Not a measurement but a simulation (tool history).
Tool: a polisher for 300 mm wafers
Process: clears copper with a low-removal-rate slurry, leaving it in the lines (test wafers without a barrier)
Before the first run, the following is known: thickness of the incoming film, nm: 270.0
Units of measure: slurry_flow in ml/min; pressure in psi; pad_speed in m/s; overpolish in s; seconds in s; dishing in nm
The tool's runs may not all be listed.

run  hour  slurry_flow  pressure  pad_speed  slurry_solids  overpolish  seconds  dishing
  1     0          225       2.9       0.96              1          20   79.937   28.158
  2   3.2          225       2.9       0.96              1          13   80.755   22.067
  3   9.7          225       2.7       0.96              1          12   86.418   20.701
  4  15.9          225       3.3       0.96              1          12    74.48   22.525
  5  18.6          225       2.6       0.96              1          12   86.474   19.834
  6  27.4          225       3.2       0.96              1          12   76.592   22.334
  7  29.5          225         3       0.94              1          11   81.113   20.001
  8  31.7          225       2.8       0.92              1          11   88.145   18.636
  9    39          225       2.6       0.92              1          11   92.428   17.832
 10  43.1          225       2.5       0.92              1          11   94.391    17.58
 11  51.6          225       2.4       0.92              1          11   98.613   17.313
 12    57          225       2.3       0.92              1          11   101.38   17.085
 13  59.3          225       2.2       0.92              1          11   106.17   16.521

Estimate the outcome of run 14 from the log above:
 14  63.2          225       2.1       0.92              1          11        ?        ?

Logged for run 14: seconds 105.06 s, dishing 15.723 nm.
